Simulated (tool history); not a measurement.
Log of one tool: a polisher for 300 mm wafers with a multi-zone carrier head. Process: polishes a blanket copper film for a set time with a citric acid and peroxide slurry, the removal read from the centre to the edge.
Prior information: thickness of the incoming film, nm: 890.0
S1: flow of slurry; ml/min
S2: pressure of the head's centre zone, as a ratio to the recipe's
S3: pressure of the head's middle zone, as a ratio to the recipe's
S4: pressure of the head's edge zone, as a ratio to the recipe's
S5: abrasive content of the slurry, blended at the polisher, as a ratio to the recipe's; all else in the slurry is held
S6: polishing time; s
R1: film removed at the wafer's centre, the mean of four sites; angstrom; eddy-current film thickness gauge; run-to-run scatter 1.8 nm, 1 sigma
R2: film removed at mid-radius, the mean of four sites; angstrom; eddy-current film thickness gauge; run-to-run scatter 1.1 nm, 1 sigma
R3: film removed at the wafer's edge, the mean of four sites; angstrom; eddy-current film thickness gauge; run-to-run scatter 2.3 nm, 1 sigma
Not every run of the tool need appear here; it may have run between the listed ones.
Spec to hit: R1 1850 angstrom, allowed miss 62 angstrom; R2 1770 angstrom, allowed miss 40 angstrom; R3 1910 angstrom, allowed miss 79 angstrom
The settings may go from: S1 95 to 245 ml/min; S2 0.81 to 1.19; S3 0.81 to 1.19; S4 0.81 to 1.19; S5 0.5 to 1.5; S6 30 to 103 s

run	hour	S1	S2	S3	S4	S5	S6	R1	R2	R3
1	0	155	1	1	1	1	66	1184.7	1159.3	1168.7
2	1	160	1	1	1.02	1.05	68	1240.5	1209.7	1211.3
3	9.5	155	1	0.99	1.04	1.1	71	1277.1	1248.4	1258
4	11.2	155	1	0.94	1.04	1.1	71	1281	1215.2	1267.9
5	17.1	160	1	0.93	1.06	1.15	74	1362.1	1275.4	1387
6	24.8	160	1	0.93	1.06	0.95	74	1310.4	1227.4	1319.6
7	31.6	165	1	0.93	1.07	1	76	1396	1270.8	1334.7
# hour 39.8: worn pad replaced by a new one
8	39.8	155	1	0.93	1.07	1.05	79	1604.1	1502.9	1612.3

Consider the 5 candidate settings below. Which is the only one whose results all fall within their allowed miss of target?
A	48	145	0.92	0.97	1.14	1.15	89	?	?	?
B	48	215	1.11	1.04	0.98	1	84	?	?	?
C	48	125	0.96	0.89	0.98	1.15	96	?	?	?
D	48	155	1	1.02	1.06	0.9	86	?	?	?
E	48	210	0.95	1	0.98	1.25	83	?	?	?

move	R1	R2	R3
A	1672.7	1759.1	1918
B	1964.4	1775.8	1714.7
C	1837.3	1758.7	1915.4
D	1693.4	1688.6	1723.2
E	1729.4	1784.9	1768.8
A: corrects the largest miss of the last run, while another result sits out of spec
B: corrects the largest miss of the last run, while another result sits out of spec
C: meets every target
D: moves toward the targets from the last run without getting all of them in spec
E: corrects the largest miss of the last run, while another result sits out of spec
C is the move that brings every result within its allowed miss.

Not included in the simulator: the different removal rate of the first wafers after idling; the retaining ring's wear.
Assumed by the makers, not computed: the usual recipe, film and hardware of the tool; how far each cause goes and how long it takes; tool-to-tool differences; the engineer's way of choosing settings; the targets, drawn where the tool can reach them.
